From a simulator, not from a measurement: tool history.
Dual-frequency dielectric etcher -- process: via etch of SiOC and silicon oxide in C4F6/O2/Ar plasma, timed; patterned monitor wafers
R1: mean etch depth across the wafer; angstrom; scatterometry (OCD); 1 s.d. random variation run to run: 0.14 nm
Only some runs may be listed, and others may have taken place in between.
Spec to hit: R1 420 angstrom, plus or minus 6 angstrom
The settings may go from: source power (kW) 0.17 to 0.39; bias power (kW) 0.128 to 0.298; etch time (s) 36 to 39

{"run": 1, "hour": 0.0, "source power (kW)": 0.28, "bias power (kW)": 0.213, "etch time (s)": 39, "R1": 384.48}
{"run": 2, "hour": 3.6, "source power (kW)": 0.23, "bias power (kW)": 0.213, "etch time (s)": 39, "R1": 361.79}
{"run": 3, "hour": 5.4, "source power (kW)": 0.25, "bias power (kW)": 0.215, "etch time (s)": 39, "R1": 374.23}
{"run": 4, "hour": 8.4, "source power (kW)": 0.27, "bias power (kW)": 0.216, "etch time (s)": 39, "R1": 383.83}
{"run": 5, "hour": 14.1, "source power (kW)": 0.28, "bias power (kW)": 0.217, "etch time (s)": 39, "R1": 386.23}
{"run": 6, "hour": 18.4, "source power (kW)": 0.28, "bias power (kW)": 0.217, "etch time (s)": 36, "R1": 359.6}
{"run": 7, "hour": 26.5, "source power (kW)": 0.34, "bias power (kW)": 0.231, "etch time (s)": 36, "R1": 388.65}
{"run": 8, "hour": 33.8, "source power (kW)": 0.35, "bias power (kW)": 0.236, "etch time (s)": 36, "R1": 392.22}
{"run": 9, "hour": 37.5, "source power (kW)": 0.36, "bias power (kW)": 0.242, "etch time (s)": 36, "R1": 395.35}
{"run": 10, "hour": 41.2, "source power (kW)": 0.36, "bias power (kW)": 0.248, "etch time (s)": 36, "R1": 402.16}
{"run": 11, "hour": 43.6, "source power (kW)": 0.36, "bias power (kW)": 0.251, "etch time (s)": 36, "R1": 404.97}

Pick the move, out of 4, that brings all results within their allowed miss; only one does.
{"run": "A", "hour": 46.0, "source power (kW)": 0.39, "bias power (kW)": 0.272, "etch time (s)": 37, "R1": "?"}
{"run": "B", "hour": 46.0, "source power (kW)": 0.39, "bias power (kW)": 0.251, "etch time (s)": 38, "R1": "?"}
{"run": "C", "hour": 46.0, "source power (kW)": 0.39, "bias power (kW)": 0.248, "etch time (s)": 38, "R1": "?"}
{"run": "D", "hour": 46.0, "source power (kW)": 0.35, "bias power (kW)": 0.267, "etch time (s)": 37, "R1": "?"}

move=A R1=434.97
move=B R1=434.71
move=C R1=432.96
move=D R1=418.24
A: takes the result that was furthest off past its target
B: takes the result that was furthest off past its target
C: takes the result that was furthest off past its target
D: every result lands within tolerance
So the answer is move D, the one that meets all the targets.

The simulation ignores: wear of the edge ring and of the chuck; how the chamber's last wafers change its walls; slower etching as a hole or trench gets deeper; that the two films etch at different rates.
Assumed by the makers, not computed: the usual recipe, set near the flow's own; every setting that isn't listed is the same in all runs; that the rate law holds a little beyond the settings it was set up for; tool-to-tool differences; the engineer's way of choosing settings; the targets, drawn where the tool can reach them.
